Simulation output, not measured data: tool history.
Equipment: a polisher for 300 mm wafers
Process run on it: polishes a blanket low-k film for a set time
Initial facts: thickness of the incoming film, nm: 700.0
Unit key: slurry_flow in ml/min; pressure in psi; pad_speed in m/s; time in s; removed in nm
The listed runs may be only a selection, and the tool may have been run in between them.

run	hour	slurry_flow	pressure	pad_speed	slurry_solids	time	removed
1	0	225	1.9	1.04	1	62	22.334
2	8.2	220	1.8	1.04	1	62	21.204
3	16.7	220	1.3	1.04	1	62	15.5
4	22.1	225	1.4	1.04	1	62	16.859
5	23.4	225	1.4	1.04	1	57	15.325
6	30	225	1.4	1.04	0.9	57	14.403

Run 7 comes next. What will it give?
7	32.2	250	1.8	1.04	0.9	57	?

Run 7 measured removed 18.881 nm.
